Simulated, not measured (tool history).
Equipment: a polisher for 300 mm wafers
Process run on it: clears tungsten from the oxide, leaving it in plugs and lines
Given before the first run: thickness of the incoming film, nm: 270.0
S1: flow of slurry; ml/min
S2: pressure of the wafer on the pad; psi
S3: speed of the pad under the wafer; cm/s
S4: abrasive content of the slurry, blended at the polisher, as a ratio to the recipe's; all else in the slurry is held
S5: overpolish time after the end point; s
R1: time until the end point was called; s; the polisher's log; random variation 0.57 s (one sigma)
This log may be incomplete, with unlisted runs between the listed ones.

| run | day | S1 | S2 | S3 | S4 | S5 | R1 |
|---|---|---|---|---|---|---|---|
| 1 | 0.000 | 245 | 4.5 | 88 | 1.0 | 14 | 51.197 |
| 2 | 0.029 | 245 | 4.7 | 88 | 1.0 | 14 | 47.640 |
| 3 | 0.362 | 245 | 4.9 | 88 | 1.0 | 14 | 47.455 |
| 4 | 0.408 | 245 | 5.1 | 88 | 1.0 | 14 | 45.688 |
| 5 | 0.533 | 300 | 5.1 | 88 | 1.0 | 14 | 43.686 |
| 6 | 0.558 | 300 | 4.4 | 88 | 1.0 | 14 | 51.067 |
| 7 | 0.733 | 300 | 4.6 | 88 | 1.0 | 14 | 48.315 |
| 8 | 1.033 | 300 | 4.8 | 88 | 1.0 | 14 | 46.634 |
| 9 | 1.271 | 300 | 5.0 | 88 | 1.0 | 14 | 44.896 |
| 10 | 1.600 | 300 | 5.2 | 88 | 1.0 | 14 | 44.843 |
| 11 | 1.758 | 300 | 5.4 | 88 | 1.0 | 14 | 42.884 |

Predict the results of run 12:
|  | 1.858 | slurry nozzle cleaned |
| 12 | 1.858 | 300 | 5.6 | 88 | 1.0 | 14 | ? |

R1: 39.742 s
